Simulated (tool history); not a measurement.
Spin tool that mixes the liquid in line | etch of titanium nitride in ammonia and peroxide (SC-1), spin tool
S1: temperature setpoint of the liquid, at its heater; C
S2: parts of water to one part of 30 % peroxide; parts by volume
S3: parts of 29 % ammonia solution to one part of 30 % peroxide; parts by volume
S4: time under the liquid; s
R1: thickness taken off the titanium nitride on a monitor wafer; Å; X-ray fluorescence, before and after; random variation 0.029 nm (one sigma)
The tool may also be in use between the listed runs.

run	day	S1	S2	S3	S4	R1
1	0.000	54.0	9.0	0.6	40	18.955
2	0.146	55.0	9.0	0.6	40	20.345
3	0.229	55.0	9.0	0.6	40	20.865
4	0.438	55.0	10.5	0.6	40	19.133
5	0.567	57.5	10.5	0.6	40	22.139
6	0.742	58.5	10.5	0.6	40	23.403
7	1.067	59.0	10.5	0.6	40	24.777

The next listed run, before its measurement:
8	1.275	59.5	10.5	0.6	40	?

Run 8 gave R1 25.003 Å.

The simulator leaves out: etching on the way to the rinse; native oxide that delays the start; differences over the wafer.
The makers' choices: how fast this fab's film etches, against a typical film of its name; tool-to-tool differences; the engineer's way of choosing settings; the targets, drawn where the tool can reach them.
